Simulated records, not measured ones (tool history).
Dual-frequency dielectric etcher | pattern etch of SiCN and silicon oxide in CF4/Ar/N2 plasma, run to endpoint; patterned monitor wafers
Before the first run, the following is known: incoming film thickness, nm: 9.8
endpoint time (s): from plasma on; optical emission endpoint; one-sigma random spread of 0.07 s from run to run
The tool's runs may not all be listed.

Run 1, hour 0: source power (kW) 0.53, bias power (kW) 0.088, Ar flow (sccm) 96, CF4 flow (sccm) 55. Result: endpoint time (s) 9.5436.
Run 2, hour 4.3: source power (kW) 0.55, bias power (kW) 0.089, Ar flow (sccm) 96, CF4 flow (sccm) 55. Result: endpoint time (s) 9.1424.
Run 3, hour 7.2: source power (kW) 0.55, bias power (kW) 0.089, Ar flow (sccm) 96, CF4 flow (sccm) 49. Result: endpoint time (s) 9.3054.
Run 4, hour 8.8: source power (kW) 0.56, bias power (kW) 0.089, Ar flow (sccm) 96, CF4 flow (sccm) 49. Result: endpoint time (s) 9.0605.
Run 5, hour 14.6: source power (kW) 0.56, bias power (kW) 0.089, Ar flow (sccm) 104, CF4 flow (sccm) 49. Result: endpoint time (s) 9.2126.
Run 6, hour 22.4: source power (kW) 0.56, bias power (kW) 0.083, Ar flow (sccm) 104, CF4 flow (sccm) 49. Result: endpoint time (s) 9.6731.
Run 7, hour 27: source power (kW) 0.58, bias power (kW) 0.083, Ar flow (sccm) 104, CF4 flow (sccm) 49. Result: endpoint time (s) 9.1068.

Forecast run 8:
Run 8, hour 33: source power (kW) 0.59, bias power (kW) 0.083, Ar flow (sccm) 104, CF4 flow (sccm) 49. Result: endpoint time (s) ?.

endpoint time (s): 9.0669
